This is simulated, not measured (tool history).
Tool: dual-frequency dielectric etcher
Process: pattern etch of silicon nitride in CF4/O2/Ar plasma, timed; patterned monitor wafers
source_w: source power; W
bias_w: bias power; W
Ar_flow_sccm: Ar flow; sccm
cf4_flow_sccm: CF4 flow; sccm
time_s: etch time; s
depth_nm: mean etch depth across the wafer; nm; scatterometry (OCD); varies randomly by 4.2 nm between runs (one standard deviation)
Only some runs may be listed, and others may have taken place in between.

{"run": 1, "hour": 0.0, "source_w": 480, "bias_w": 50, "Ar_flow_sccm": 107, "cf4_flow_sccm": 130, "time_s": 535, "depth_nm": 922.4}
{"run": 2, "hour": 8.3, "source_w": 480, "bias_w": 45, "Ar_flow_sccm": 107, "cf4_flow_sccm": 130, "time_s": 535, "depth_nm": 913.86}
{"run": 3, "hour": 12.5, "source_w": 480, "bias_w": 45, "Ar_flow_sccm": 107, "cf4_flow_sccm": 146, "time_s": 535, "depth_nm": 920.33}
{"run": 4, "hour": 13.3, "source_w": 480, "bias_w": 51, "Ar_flow_sccm": 107, "cf4_flow_sccm": 146, "time_s": 535, "depth_nm": 948.87}
{"run": 5, "hour": 21.9, "source_w": 480, "bias_w": 51, "Ar_flow_sccm": 107, "cf4_flow_sccm": 159, "time_s": 535, "depth_nm": 963.06}
{"run": 6, "hour": 27.4, "source_w": 450, "bias_w": 51, "Ar_flow_sccm": 107, "cf4_flow_sccm": 159, "time_s": 535, "depth_nm": 915.38}

For run 7, what comes out?
{"run": 7, "hour": 34.1, "source_w": 430, "bias_w": 51, "Ar_flow_sccm": 107, "cf4_flow_sccm": 159, "time_s": 535, "depth_nm": "?"}

For run 7 the tool returned depth_nm 887.23 nm.
